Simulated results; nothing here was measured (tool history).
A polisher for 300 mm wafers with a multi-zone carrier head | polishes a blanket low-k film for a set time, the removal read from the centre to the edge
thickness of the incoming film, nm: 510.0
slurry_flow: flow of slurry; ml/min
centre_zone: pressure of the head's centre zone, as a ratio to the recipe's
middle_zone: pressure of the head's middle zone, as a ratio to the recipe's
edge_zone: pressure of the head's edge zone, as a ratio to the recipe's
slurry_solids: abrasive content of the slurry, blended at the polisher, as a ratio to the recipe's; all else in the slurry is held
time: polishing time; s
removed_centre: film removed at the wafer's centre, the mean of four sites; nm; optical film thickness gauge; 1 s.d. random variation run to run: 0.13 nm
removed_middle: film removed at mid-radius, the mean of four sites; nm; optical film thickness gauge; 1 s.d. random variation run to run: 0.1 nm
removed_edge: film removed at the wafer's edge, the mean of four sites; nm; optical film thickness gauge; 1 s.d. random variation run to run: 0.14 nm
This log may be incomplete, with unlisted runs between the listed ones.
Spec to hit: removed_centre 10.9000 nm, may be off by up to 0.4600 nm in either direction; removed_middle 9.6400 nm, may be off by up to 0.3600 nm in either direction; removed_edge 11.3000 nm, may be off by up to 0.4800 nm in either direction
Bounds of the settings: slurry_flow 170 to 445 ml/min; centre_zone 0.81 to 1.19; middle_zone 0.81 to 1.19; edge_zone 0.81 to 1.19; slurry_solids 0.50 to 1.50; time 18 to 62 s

run 1 hour=0.0 | slurry_flow=285 centre_zone=1.00 middle_zone=1.00 edge_zone=1.00 slurry_solids=1.00 time=40 | removed_centre=16.6890 removed_middle=16.5130 removed_edge=16.2180
run 2 hour=2.3 | slurry_flow=275 centre_zone=0.99 middle_zone=0.94 edge_zone=1.00 slurry_solids=0.85 time=38 | removed_centre=14.3230 removed_middle=13.5380 removed_edge=14.2130
run 3 hour=7.1 | slurry_flow=275 centre_zone=0.91 middle_zone=0.94 edge_zone=1.00 slurry_solids=0.85 time=38 | removed_centre=13.0790 removed_middle=13.4300 removed_edge=14.4420
run 4 hour=13.9 | slurry_flow=270 centre_zone=0.92 middle_zone=0.90 edge_zone=0.98 slurry_solids=0.75 time=38 | removed_centre=11.9770 removed_middle=11.9750 removed_edge=13.1660
run 5 hour=21.2 | slurry_flow=270 centre_zone=0.92 middle_zone=0.90 edge_zone=1.01 slurry_solids=0.75 time=38 | removed_centre=12.3870 removed_middle=11.8200 removed_edge=13.0160
run 6 hour=24.3 | slurry_flow=270 centre_zone=0.92 middle_zone=0.90 edge_zone=1.01 slurry_solids=0.75 time=29 | removed_centre=9.2357 removed_middle=9.2890 removed_edge=10.0410
run 7 hour=31.1 | slurry_flow=275 centre_zone=0.93 middle_zone=0.88 edge_zone=1.05 slurry_solids=0.80 time=29 | removed_centre=9.6102 removed_middle=9.3947 removed_edge=10.8150
run 8 hour=31.9 | slurry_flow=285 centre_zone=0.96 middle_zone=0.88 edge_zone=1.06 slurry_solids=0.80 time=29 | removed_centre=10.1560 removed_middle=9.4832 removed_edge=10.9530
run 9 hour=39.5 | slurry_flow=295 centre_zone=0.97 middle_zone=0.88 edge_zone=1.07 slurry_solids=0.80 time=29 | removed_centre=10.2920 removed_middle=9.4264 removed_edge=10.7580

Which of these 4 next moves meets every target?
run A hour=47.1 | slurry_flow=305 centre_zone=0.91 middle_zone=0.95 edge_zone=0.98 slurry_solids=0.65 time=31 | removed_centre=? removed_middle=? removed_edge=?
run B hour=47.1 | slurry_flow=255 centre_zone=1.03 middle_zone=0.90 edge_zone=1.16 slurry_solids=0.70 time=32 | removed_centre=? removed_middle=? removed_edge=?
run C hour=47.1 | slurry_flow=170 centre_zone=0.85 middle_zone=0.81 edge_zone=1.14 slurry_solids=0.75 time=36 | removed_centre=? removed_middle=? removed_edge=?
run D hour=47.1 | slurry_flow=280 centre_zone=0.91 middle_zone=0.86 edge_zone=1.07 slurry_solids=0.80 time=30 | removed_centre=? removed_middle=? removed_edge=?

move=A removed_centre=8.9096 removed_middle=9.3592 removed_edge=9.5992
move=B removed_centre=10.7790 removed_middle=9.5697 removed_edge=11.2410
move=C removed_centre=9.7336 removed_middle=9.7130 removed_edge=12.5520
move=D removed_centre=9.9170 removed_middle=9.6056 removed_edge=11.2100
A: the biggest miss grows against the last run
B: every result within its allowed miss
C: the biggest miss grows against the last run
D: the biggest miss grows against the last run
Go with B: it meets all targets.
